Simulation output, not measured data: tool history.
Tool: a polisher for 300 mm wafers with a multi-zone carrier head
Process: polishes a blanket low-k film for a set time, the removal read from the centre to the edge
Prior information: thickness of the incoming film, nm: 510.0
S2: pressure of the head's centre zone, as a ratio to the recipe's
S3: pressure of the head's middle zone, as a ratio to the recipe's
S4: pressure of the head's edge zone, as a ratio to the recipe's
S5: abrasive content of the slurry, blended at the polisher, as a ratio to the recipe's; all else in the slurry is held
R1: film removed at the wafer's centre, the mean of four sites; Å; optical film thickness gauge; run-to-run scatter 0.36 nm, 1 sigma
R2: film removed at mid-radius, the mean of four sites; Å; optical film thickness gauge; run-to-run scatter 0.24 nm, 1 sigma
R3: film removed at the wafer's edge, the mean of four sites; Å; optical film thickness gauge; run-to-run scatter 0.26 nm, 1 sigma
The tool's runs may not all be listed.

run 1 day=0.000 | flow_of_slurry_(ml/min)=300 S2=1.00 S3=1.00 S4=1.00 S5=1.00 polishing_time_(s)=68 | R1=323.47 R2=318.47 R3=303.34
run 2 day=0.138 | flow_of_slurry_(ml/min)=300 S2=0.95 S3=1.00 S4=1.00 S5=1.00 polishing_time_(s)=68 | R1=322.78 R2=322.33 R3=320.19
run 3 day=0.192 | flow_of_slurry_(ml/min)=300 S2=0.97 S3=0.99 S4=0.99 S5=0.95 polishing_time_(s)=67 | R1=304.06 R2=295.03 R3=298.48
run 4 day=0.300 | flow_of_slurry_(ml/min)=300 S2=0.99 S3=0.99 S4=0.97 S5=0.90 polishing_time_(s)=66 | R1=287.02 R2=286.72 R3=272.97
run 5 day=0.612 | flow_of_slurry_(ml/min)=300 S2=0.95 S3=0.99 S4=0.97 S5=0.90 polishing_time_(s)=66 | R1=276.81 R2=285.97 R3=270.96
run 6 day=0.896 | flow_of_slurry_(ml/min)=300 S2=0.95 S3=1.02 S4=0.97 S5=0.90 polishing_time_(s)=66 | R1=280.95 R2=291.18 R3=276.31
run 7 day=1.000 | flow_of_slurry_(ml/min)=300 S2=0.98 S3=1.00 S4=0.96 S5=0.85 polishing_time_(s)=66 | R1=274.38 R2=275.52 R3=257.30

What will run 8 give?
run 8 day=1.258 | flow_of_slurry_(ml/min)=300 S2=0.99 S3=0.98 S4=0.95 S5=0.85 polishing_time_(s)=66 | R1=? R2=? R3=?

R1: 273.15 Å
R2: 271.49 Å
R3: 264.36 Å
